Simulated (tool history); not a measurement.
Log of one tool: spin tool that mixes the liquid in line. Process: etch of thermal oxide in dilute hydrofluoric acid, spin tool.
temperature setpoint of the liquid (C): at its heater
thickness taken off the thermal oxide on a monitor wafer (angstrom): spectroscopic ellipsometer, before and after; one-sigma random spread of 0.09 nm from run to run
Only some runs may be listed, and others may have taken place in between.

run  hour  temperature setpoint of the liquid (C)  parts of water to one part of 49 % hydrofluoric acid (parts by volume)  time under the liquid (s)  thickness taken off the thermal oxide on a monitor wafer (angstrom)
  1     0                                      25                                                                     135                        300                                                               104.74
  2   7.3                                    26.5                                                                     120                        300                                                               126.86
  3   9.8                                    26.5                                                                      75                        300                                                               216.16
  4    14                                    24.5                                                                      75                        300                                                               198.97
  5  16.7                                    24.5                                                                      75                        325                                                               215.99
  6  17.9                                      25                                                                      75                        325                                                               220.03

Run 7 comes next. What will it give?
  7  18.9                                    25.5                                                                      75                        325                                                                    ?

thickness taken off the thermal oxide on a monitor wafer (angstrom): 223.71
